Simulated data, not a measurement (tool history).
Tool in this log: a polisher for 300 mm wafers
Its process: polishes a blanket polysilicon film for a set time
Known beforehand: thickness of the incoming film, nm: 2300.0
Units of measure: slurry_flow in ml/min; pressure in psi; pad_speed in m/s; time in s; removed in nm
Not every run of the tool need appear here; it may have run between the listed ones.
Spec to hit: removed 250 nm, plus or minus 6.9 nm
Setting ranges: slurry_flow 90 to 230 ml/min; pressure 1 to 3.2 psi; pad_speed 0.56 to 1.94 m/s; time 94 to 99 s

Run 1, day 0: slurry_flow 150 ml/min, pressure 2.1 psi, pad_speed 1.24 m/s, time 94 s. Result: removed 690.4 nm.
Run 2, day 0.079: slurry_flow 145 ml/min, pressure 1.9 psi, pad_speed 1.12 m/s, time 94 s. Result: removed 570.49 nm.
Run 3, day 0.421: slurry_flow 170 ml/min, pressure 1.9 psi, pad_speed 1.12 m/s, time 94 s. Result: removed 579.89 nm.
Run 4, day 0.746: slurry_flow 165 ml/min, pressure 1.7 psi, pad_speed 1.02 m/s, time 94 s. Result: removed 486.9 nm.
Run 5, day 0.988: slurry_flow 160 ml/min, pressure 1.6 psi, pad_speed 0.94 m/s, time 94 s. Result: removed 419.25 nm.
Run 6, day 1.183: slurry_flow 160 ml/min, pressure 1.6 psi, pad_speed 0.94 m/s, time 99 s. Result: removed 436.4 nm.
Run 7, day 1.379: slurry_flow 160 ml/min, pressure 1.6 psi, pad_speed 0.94 m/s, time 99 s. Result: removed 434.45 nm.
Run 8, day 1.5: slurry_flow 155 ml/min, pressure 1.5 psi, pad_speed 0.9 m/s, time 99 s. Result: removed 394.73 nm.
Run 9, day 1.688: slurry_flow 115 ml/min, pressure 1 psi, pad_speed 0.68 m/s, time 99 s. Result: removed 196.93 nm.
Run 10, day 1.746: slurry_flow 125 ml/min, pressure 1 psi, pad_speed 0.68 m/s, time 99 s. Result: removed 202.09 nm.
Run 11, day 1.996: slurry_flow 135 ml/min, pressure 1 psi, pad_speed 0.68 m/s, time 99 s. Result: removed 202.53 nm.
Run 12, day 2.108: slurry_flow 145 ml/min, pressure 1.5 psi, pad_speed 0.68 m/s, time 99 s. Result: removed 302.39 nm.
Run 13, day 2.408: slurry_flow 135 ml/min, pressure 1.5 psi, pad_speed 0.68 m/s, time 99 s. Result: removed 300.88 nm.
Run 14, day 2.683: slurry_flow 125 ml/min, pressure 1.5 psi, pad_speed 0.68 m/s, time 99 s. Result: removed 293.1 nm.
Run 15, day 2.821: slurry_flow 120 ml/min, pressure 1.5 psi, pad_speed 0.68 m/s, time 99 s. Result: removed 295.14 nm.
Run 16, day 3.125: slurry_flow 115 ml/min, pressure 1.5 psi, pad_speed 0.68 m/s, time 99 s. Result: removed 290.46 nm.
Run 17, day 3.158: slurry_flow 110 ml/min, pressure 1.5 psi, pad_speed 0.68 m/s, time 99 s. Result: removed 287.88 nm.
Run 18, day 3.333: slurry_flow 105 ml/min, pressure 1.5 psi, pad_speed 0.68 m/s, time 99 s. Result: removed 287.38 nm.

4 next moves are on the table. One of them brings every result within its allowed miss. Which?
Run A, day 3.508: slurry_flow 100 ml/min, pressure 1.7 psi, pad_speed 0.74 m/s, time 99 s. Result: removed ?.
Run B, day 3.508: slurry_flow 90 ml/min, pressure 1.7 psi, pad_speed 0.56 m/s, time 94 s. Result: removed ?.
Run C, day 3.508: slurry_flow 90 ml/min, pressure 1.2 psi, pad_speed 1.1 m/s, time 99 s. Result: removed ?.
Run D, day 3.508: slurry_flow 100 ml/min, pressure 1.3 psi, pad_speed 1.02 m/s, time 97 s. Result: removed ?.

move  removed
   A   341.92
   B   247.39
   C   343.56
   D   347.23
A: moves away from the targets compared with the last run
B: all results land within tolerance of their targets
C: moves away from the targets compared with the last run
D: moves away from the targets compared with the last run
Answer: B
